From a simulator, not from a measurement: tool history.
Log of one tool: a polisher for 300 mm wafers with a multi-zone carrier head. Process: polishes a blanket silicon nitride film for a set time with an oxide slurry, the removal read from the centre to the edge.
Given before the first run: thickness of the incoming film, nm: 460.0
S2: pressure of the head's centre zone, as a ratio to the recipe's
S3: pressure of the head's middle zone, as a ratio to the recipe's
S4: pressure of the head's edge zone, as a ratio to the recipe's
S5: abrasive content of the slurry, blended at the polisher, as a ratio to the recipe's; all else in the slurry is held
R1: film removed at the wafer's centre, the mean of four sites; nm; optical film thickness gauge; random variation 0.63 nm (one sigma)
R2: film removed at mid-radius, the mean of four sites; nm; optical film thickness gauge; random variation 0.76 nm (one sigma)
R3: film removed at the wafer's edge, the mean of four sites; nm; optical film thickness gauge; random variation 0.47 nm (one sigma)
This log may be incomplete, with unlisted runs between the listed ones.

Run 1, hour 0.0: flow of slurry (ml/min) 255, S2 1.00, S3 1.00, S4 1.00, S5 1.00, polishing time (s) 81. Result: R1 40.758 nm, R2 42.613 nm, R3 44.465 nm.
Run 2, hour 1.2: flow of slurry (ml/min) 255, S2 1.00, S3 1.00, S4 1.00, S5 0.85, polishing time (s) 81. Result: R1 38.165 nm, R2 40.662 nm, R3 41.011 nm.
Run 3, hour 4.4: flow of slurry (ml/min) 320, S2 1.00, S3 1.00, S4 1.00, S5 0.85, polishing time (s) 81. Result: R1 39.683 nm, R2 39.101 nm, R3 41.710 nm.
Run 4, hour 12.5: flow of slurry (ml/min) 320, S2 0.92, S3 1.00, S4 1.00, S5 0.85, polishing time (s) 81. Result: R1 37.399 nm, R2 41.388 nm, R3 41.137 nm.
At hour 13.7: edge zone pressure recalibrated.
Run 5, hour 13.7: flow of slurry (ml/min) 320, S2 0.92, S3 1.00, S4 0.96, S5 0.85, polishing time (s) 81. Result: R1 36.394 nm, R2 40.436 nm, R3 38.672 nm.
Run 6, hour 16.7: flow of slurry (ml/min) 320, S2 0.92, S3 1.00, S4 0.96, S5 0.85, polishing time (s) 72. Result: R1 32.828 nm, R2 35.286 nm, R3 34.826 nm.
Run 7, hour 20.6: flow of slurry (ml/min) 320, S2 0.95, S3 1.04, S4 1.00, S5 1.00, polishing time (s) 73. Result: R1 37.306 nm, R2 40.857 nm, R3 38.700 nm.
Run 8, hour 23.1: flow of slurry (ml/min) 320, S2 0.95, S3 1.04, S4 1.00, S5 1.00, polishing time (s) 73. Result: R1 36.886 nm, R2 41.273 nm, R3 38.884 nm.

The next listed run, before its measurement:
Run 9, hour 28.3: flow of slurry (ml/min) 315, S2 0.97, S3 1.03, S4 1.05, S5 1.10, polishing time (s) 74. Result: R1 ?, R2 ?, R3 ?.

R1: 40.024 nm
R2: 43.586 nm
R3: 42.242 nm
